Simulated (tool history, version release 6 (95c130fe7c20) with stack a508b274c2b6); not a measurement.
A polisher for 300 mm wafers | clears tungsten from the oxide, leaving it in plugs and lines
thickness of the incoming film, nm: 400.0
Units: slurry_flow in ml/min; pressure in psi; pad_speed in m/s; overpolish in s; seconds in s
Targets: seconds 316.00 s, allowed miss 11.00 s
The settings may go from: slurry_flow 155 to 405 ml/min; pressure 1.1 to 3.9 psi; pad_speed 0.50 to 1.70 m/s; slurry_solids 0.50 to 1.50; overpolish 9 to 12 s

run,hour,slurry_flow,pressure,pad_speed,slurry_solids,overpolish,seconds
1,0.0,260,2.5,1.10,1.00,12,125.46
2,2.7,260,2.5,0.88,1.00,12,149.44
3,9.8,260,2.5,1.06,1.00,12,127.96
4,16.9,260,2.3,1.00,1.00,12,144.46
5,23.3,260,2.1,0.92,1.00,12,171.26
6,26.3,260,1.8,0.92,1.00,12,204.64
7,32.9,260,1.7,0.90,1.00,12,214.50
8,38.0,260,1.6,0.88,1.00,12,234.35
9,41.7,255,1.1,0.80,1.00,12,365.45
10,50.6,270,1.1,0.80,1.00,12,359.84
11,59.4,270,1.2,0.80,1.00,12,333.21

4 next moves are on the table. One of them brings every result within its allowed miss. Which?
A,68.2,245,1.3,0.66,1.05,11,?
B,68.2,220,1.1,0.76,1.25,9,?
C,68.2,250,1.2,0.74,0.95,12,?
D,68.2,210,1.1,0.94,1.00,12,?

move,seconds
A,357.43
B,354.07
C,359.38
D,315.85
A: further off than the last run
B: further off than the last run
C: further off than the last run
D: meets every target
Answer: D
